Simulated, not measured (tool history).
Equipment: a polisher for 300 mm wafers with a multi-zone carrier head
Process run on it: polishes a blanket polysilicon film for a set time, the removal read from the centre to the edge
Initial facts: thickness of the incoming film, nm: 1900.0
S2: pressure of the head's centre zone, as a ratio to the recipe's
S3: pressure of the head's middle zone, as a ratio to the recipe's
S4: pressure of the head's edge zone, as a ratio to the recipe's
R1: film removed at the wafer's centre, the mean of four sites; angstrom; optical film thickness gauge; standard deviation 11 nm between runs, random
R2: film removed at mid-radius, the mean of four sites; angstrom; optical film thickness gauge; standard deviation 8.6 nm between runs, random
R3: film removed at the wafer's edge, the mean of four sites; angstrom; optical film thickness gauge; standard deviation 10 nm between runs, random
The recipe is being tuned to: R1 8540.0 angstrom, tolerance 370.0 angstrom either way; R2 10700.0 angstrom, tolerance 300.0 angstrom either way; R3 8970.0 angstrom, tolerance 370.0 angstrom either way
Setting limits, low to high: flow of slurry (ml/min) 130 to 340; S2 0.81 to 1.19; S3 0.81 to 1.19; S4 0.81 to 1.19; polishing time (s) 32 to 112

{"run": 1, "hour": 0.0, "flow of slurry (ml/min)": 220, "S2": 1.0, "S3": 1.0, "S4": 1.0, "polishing time (s)": 72, "R1": 6270.3, "R2": 6584.5, "R3": 6262.0}
{"run": 2, "hour": 0.8, "flow of slurry (ml/min)": 220, "S2": 1.0, "S3": 1.0, "S4": 0.96, "polishing time (s)": 72, "R1": 6375.3, "R2": 6510.4, "R3": 6317.9}
{"run": 3, "hour": 8.1, "flow of slurry (ml/min)": 220, "S2": 1.0, "S3": 1.0, "S4": 0.96, "polishing time (s)": 62, "R1": 5496.7, "R2": 5552.5, "R3": 5302.8}
{"run": 4, "hour": 13.2, "flow of slurry (ml/min)": 220, "S2": 1.0, "S3": 1.0, "S4": 0.96, "polishing time (s)": 47, "R1": 4214.4, "R2": 4212.8, "R3": 4124.6}
{"run": 5, "hour": 16.5, "flow of slurry (ml/min)": 170, "S2": 1.0, "S3": 1.0, "S4": 0.96, "polishing time (s)": 47, "R1": 3905.6, "R2": 3971.1, "R3": 3965.4}
{"run": 6, "hour": 20.8, "flow of slurry (ml/min)": 170, "S2": 1.0, "S3": 1.05, "S4": 0.96, "polishing time (s)": 47, "R1": 3818.8, "R2": 4156.1, "R3": 3910.2}
{"hour": 27.8, "done": "slurry nozzle cleaned"}
{"run": 7, "hour": 27.8, "flow of slurry (ml/min)": 190, "S2": 1.0, "S3": 1.06, "S4": 0.99, "polishing time (s)": 55, "R1": 5159.3, "R2": 5384.9, "R3": 4964.7}
{"run": 8, "hour": 32.5, "flow of slurry (ml/min)": 195, "S2": 0.96, "S3": 1.08, "S4": 1.03, "polishing time (s)": 58, "R1": 5169.8, "R2": 5819.1, "R3": 5408.8}
{"run": 9, "hour": 39.6, "flow of slurry (ml/min)": 215, "S2": 0.95, "S3": 1.1, "S4": 1.05, "polishing time (s)": 61, "R1": 5450.4, "R2": 6192.2, "R3": 5740.8}
{"run": 10, "hour": 46.0, "flow of slurry (ml/min)": 215, "S2": 0.95, "S3": 1.1, "S4": 1.05, "polishing time (s)": 61, "R1": 5493.4, "R2": 6366.3, "R3": 5747.5}

Consider the 5 candidate settings below. Which is the only one whose results all fall within their allowed miss of target?
{"run": "A", "hour": 52.4, "flow of slurry (ml/min)": 210, "S2": 0.97, "S3": 1.14, "S4": 1.01, "polishing time (s)": 88, "R1": "?", "R2": "?", "R3": "?"}
{"run": "B", "hour": 52.4, "flow of slurry (ml/min)": 185, "S2": 0.85, "S3": 0.96, "S4": 1.15, "polishing time (s)": 98, "R1": "?", "R2": "?", "R3": "?"}
{"run": "C", "hour": 52.4, "flow of slurry (ml/min)": 275, "S2": 0.93, "S3": 1.18, "S4": 1.01, "polishing time (s)": 93, "R1": "?", "R2": "?", "R3": "?"}
{"run": "D", "hour": 52.4, "flow of slurry (ml/min)": 240, "S2": 1.04, "S3": 0.93, "S4": 1.17, "polishing time (s)": 49, "R1": "?", "R2": "?", "R3": "?"}
{"run": "E", "hour": 52.4, "flow of slurry (ml/min)": 175, "S2": 0.97, "S3": 0.87, "S4": 1.13, "polishing time (s)": 48, "R1": "?", "R2": "?", "R3": "?"}

move=A R1=7980.4 R2=9329.0 R3=8249.4
move=B R1=7589.4 R2=8795.4 R3=9610.7
move=C R1=8410.6 R2=10525.0 R3=8949.0
move=D R1=4861.2 R2=4451.7 R3=4991.9
move=E R1=4195.7 R2=3926.5 R3=4640.0
A: better than the last run, though not everything is in spec
B: better than the last run, though not everything is in spec
C: hits every target within its allowed miss
D: further off than the last run
E: further off than the last run
Move C is the one to make.

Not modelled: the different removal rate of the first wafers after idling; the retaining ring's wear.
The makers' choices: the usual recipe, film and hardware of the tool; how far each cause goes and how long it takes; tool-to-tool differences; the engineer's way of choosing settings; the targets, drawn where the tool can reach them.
